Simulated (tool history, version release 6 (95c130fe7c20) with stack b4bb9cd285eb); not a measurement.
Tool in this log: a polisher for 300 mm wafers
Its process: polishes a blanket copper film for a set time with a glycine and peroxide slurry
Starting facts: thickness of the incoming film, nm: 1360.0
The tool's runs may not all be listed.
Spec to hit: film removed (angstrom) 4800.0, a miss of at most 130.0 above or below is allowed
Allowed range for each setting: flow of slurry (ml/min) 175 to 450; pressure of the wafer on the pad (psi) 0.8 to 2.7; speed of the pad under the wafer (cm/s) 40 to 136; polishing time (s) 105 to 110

run	day	flow of slurry (ml/min)	pressure of the wafer on the pad (psi)	speed of the pad under the wafer (cm/s)	polishing time (s)	film removed (angstrom)
1	0.000	290	1.7	88	105	3254.5
2	0.050	290	1.7	88	110	3374.5
3	0.104	290	1.7	88	105	3282.0
4	0.292	295	2.0	88	105	3542.1
5	0.504	295	2.2	92	105	3842.5
6	0.812	295	2.2	74	105	3243.5
7	1.138	295	2.4	82	105	3678.3
8	1.362	300	2.5	88	105	4017.9
9	1.592	300	2.6	92	105	4238.3
10	1.646	300	2.6	96	105	4368.8

4 candidate next runs follow, results not yet known. Just one meets every target within its allowed miss. Identify it.
A	1.700	340	2.7	96	110	?
B	1.700	270	2.3	124	109	?
C	1.700	285	2.6	94	108	?
D	1.700	330	2.4	104	107	?

move	film removed (angstrom)
A	4743.9
B	5145.3
C	4414.2
D	4574.6
A: every result within its allowed miss
B: carries the result that was furthest off beyond its target, to the other side
C: closes in on the targets versus the last run, not all within tolerance yet
D: closes in on the targets versus the last run, not all within tolerance yet
The right move is A.

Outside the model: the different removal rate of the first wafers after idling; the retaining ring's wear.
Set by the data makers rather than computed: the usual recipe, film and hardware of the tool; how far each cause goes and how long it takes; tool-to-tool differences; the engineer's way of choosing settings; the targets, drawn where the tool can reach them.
